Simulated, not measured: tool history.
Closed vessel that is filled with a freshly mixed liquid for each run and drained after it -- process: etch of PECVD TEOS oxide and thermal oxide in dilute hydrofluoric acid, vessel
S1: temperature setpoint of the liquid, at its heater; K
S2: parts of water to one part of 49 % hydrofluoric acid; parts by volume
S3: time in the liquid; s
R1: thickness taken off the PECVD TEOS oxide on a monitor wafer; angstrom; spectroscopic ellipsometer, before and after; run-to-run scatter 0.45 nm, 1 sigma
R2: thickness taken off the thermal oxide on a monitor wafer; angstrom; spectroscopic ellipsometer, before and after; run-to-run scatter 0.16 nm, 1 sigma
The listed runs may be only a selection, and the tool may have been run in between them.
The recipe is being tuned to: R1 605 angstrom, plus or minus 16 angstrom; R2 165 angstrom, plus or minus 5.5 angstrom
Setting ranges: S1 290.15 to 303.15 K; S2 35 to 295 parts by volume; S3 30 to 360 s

run 1 hour=0 | S1=295.15 S2=165 S3=185 | R1=183.25 R2=49.783
run 2 hour=3.3 | S1=297.15 S2=130 S3=185 | R1=262.93 R2=70.56
run 3 hour=6.4 | S1=300.65 S2=130 S3=185 | R1=300.26 R2=82.411
run 4 hour=12.4 | S1=300.65 S2=130 S3=245 | R1=396.41 R2=107.64
run 5 hour=16.4 | S1=300.65 S2=130 S3=190 | R1=304.18 R2=84.273
run 6 hour=20.7 | S1=301.15 S2=105 S3=190 | R1=399.31 R2=108.25
run 7 hour=28 | S1=301.65 S2=95 S3=190 | R1=457.1 R2=125.63
run 8 hour=35.4 | S1=302.15 S2=90 S3=190 | R1=491.26 R2=136.74
run 9 hour=39.8 | S1=302.15 S2=85 S3=190 | R1=525.69 R2=143.54
run 10 hour=46.8 | S1=302.15 S2=80 S3=190 | R1=562.74 R2=152.24
run 11 hour=49.5 | S1=302.65 S2=80 S3=190 | R1=568.94 R2=155.54
run 12 hour=54.5 | S1=302.65 S2=80 S3=190 | R1=579.31 R2=156.94
run 13 hour=63.1 | S1=303.15 S2=80 S3=190 | R1=585.59 R2=158.61
run 14 hour=64.1 | S1=303.15 S2=75 S3=190 | R1=630.31 R2=172.61

Which one of the following 5 next-run settings gets every result inside its allowed miss? There is exactly one.
run A hour=65.1 | S1=294.15 S2=60 S3=225 | R1=? R2=?
run B hour=65.1 | S1=301.65 S2=75 S3=210 | R1=? R2=?
run C hour=65.1 | S1=300.65 S2=70 S3=215 | R1=? R2=?
run D hour=65.1 | S1=299.65 S2=60 S3=180 | R1=? R2=?
run E hour=65.1 | S1=300.65 S2=110 S3=310 | R1=? R2=?

move=A R1=664.74 R2=183.76
move=B R1=658.55 R2=182.05
move=C R1=699.62 R2=193.4
move=D R1=666 R2=184.11
move=E R1=608.05 R2=168.09
A: further off than the last run
B: further off than the last run
C: further off than the last run
D: further off than the last run
E: every result lands within tolerance
Go with E: it meets all targets.
